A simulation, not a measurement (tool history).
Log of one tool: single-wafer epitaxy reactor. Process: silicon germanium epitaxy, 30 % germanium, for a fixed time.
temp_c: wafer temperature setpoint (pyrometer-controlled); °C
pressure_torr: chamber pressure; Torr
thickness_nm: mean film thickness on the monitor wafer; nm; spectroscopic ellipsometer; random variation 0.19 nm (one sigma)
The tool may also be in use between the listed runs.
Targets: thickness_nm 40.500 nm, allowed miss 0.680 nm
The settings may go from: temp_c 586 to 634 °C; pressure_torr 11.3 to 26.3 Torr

run,hour,temp_c,pressure_torr,thickness_nm
1,0.0,610,18.8,67.565
2,5.1,610,16.1,62.868
3,8.0,607,16.0,59.504
4,11.5,605,15.9,57.228
5,18.0,605,13.2,53.578
6,25.6,603,13.2,51.632
7,33.8,601,13.2,49.092
8,35.8,589,13.0,38.079
9,38.4,591,13.0,39.528

5 next moves are on the table. One of them brings every result within its allowed miss. Which?
A,41.0,592,11.8,?
B,41.0,592,11.5,?
C,41.0,589,13.8,?
D,41.0,588,14.3,?
E,41.0,594,11.4,?

move,thickness_nm
A,38.718
B,38.372
C,38.368
D,38.029
E,39.919
A: further off than the last run
B: further off than the last run
C: further off than the last run
D: further off than the last run
E: meets every target
The right move is E.

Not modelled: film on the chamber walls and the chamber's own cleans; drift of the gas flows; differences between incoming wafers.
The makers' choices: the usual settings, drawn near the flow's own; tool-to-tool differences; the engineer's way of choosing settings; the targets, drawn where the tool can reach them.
